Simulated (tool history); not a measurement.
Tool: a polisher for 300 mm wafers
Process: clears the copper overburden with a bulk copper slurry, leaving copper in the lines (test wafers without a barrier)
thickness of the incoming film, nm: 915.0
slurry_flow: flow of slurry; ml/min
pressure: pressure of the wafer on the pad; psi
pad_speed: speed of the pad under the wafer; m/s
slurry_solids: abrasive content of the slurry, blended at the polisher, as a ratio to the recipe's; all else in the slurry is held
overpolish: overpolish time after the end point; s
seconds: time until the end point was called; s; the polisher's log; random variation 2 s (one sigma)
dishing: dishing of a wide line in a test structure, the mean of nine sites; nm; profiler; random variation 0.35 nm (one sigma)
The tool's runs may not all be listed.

run 1 hour=0 | slurry_flow=205 pressure=2 pad_speed=1.06 slurry_solids=1 overpolish=12 | seconds=143.35 dishing=47.895
run 2 hour=2.2 | slurry_flow=205 pressure=2 pad_speed=0.8 slurry_solids=1 overpolish=12 | seconds=181.26 dishing=40.232
run 3 hour=8.1 | slurry_flow=205 pressure=2 pad_speed=1 slurry_solids=1 overpolish=12 | seconds=151.91 dishing=46.585
run 4 hour=16.5 | slurry_flow=205 pressure=2 pad_speed=1.16 slurry_solids=1 overpolish=12 | seconds=139.58 dishing=51.311
run 5 hour=19.3 | slurry_flow=220 pressure=2 pad_speed=1.12 slurry_solids=1.05 overpolish=11 | seconds=136.23 dishing=46.66
run 6 hour=23 | slurry_flow=230 pressure=2 pad_speed=1.12 slurry_solids=1.1 overpolish=10 | seconds=133.38 dishing=44.716
run 7 hour=30.4 | slurry_flow=240 pressure=2 pad_speed=1.12 slurry_solids=1.15 overpolish=9 | seconds=136.46 dishing=40.274
run 8 hour=31.2 | slurry_flow=295 pressure=2.1 pad_speed=1.32 slurry_solids=1.4 overpolish=4 | seconds=105.07 dishing=24.728
run 9 hour=35.8 | slurry_flow=295 pressure=2.1 pad_speed=1.32 slurry_solids=1.4 overpolish=4 | seconds=104.99 dishing=24.813

The next listed run, before its measurement:
run 10 hour=40 | slurry_flow=295 pressure=2.1 pad_speed=1.32 slurry_solids=1.4 overpolish=4 | seconds=? dishing=?

{"run 10": {"seconds": 104.57, "dishing": 25.221}}
